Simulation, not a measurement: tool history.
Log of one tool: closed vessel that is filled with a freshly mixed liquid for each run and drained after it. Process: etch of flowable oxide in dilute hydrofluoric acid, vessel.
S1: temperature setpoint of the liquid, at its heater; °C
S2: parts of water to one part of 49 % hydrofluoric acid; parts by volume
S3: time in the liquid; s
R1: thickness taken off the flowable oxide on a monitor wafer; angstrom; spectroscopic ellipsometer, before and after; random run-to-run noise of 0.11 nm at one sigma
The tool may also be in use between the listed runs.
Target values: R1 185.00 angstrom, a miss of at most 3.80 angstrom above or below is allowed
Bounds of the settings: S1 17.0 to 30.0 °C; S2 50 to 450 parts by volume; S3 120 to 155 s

run,hour,S1,S2,S3,R1
1,0.0,22.0,250,155,235.04
2,8.0,21.5,250,155,231.28
3,9.7,21.0,250,155,225.44
4,14.2,20.5,250,155,221.16
5,21.5,20.5,320,155,162.76
# hour 22.8: thermometer replaced
6,22.8,20.5,320,155,149.51
7,31.7,21.0,320,155,152.96
8,39.8,22.0,320,155,158.67

5 next moves are on the table. One of them brings every result within its allowed miss. Which?
A,47.9,19.5,290,155,?
B,47.9,25.0,270,130,?
C,47.9,21.5,270,155,?
D,47.9,22.5,270,155,?
E,47.9,23.5,375,140,?

move,R1
A,163.25
B,182.64
C,192.19
D,199.28
E,121.64
A: moves toward the targets from the last run without getting all of them in spec
B: each result inside its tolerance
C: takes the biggest miss from the last run beyond its target
D: takes the biggest miss from the last run beyond its target
E: misses by more than the last run did
Move B is the one to make.
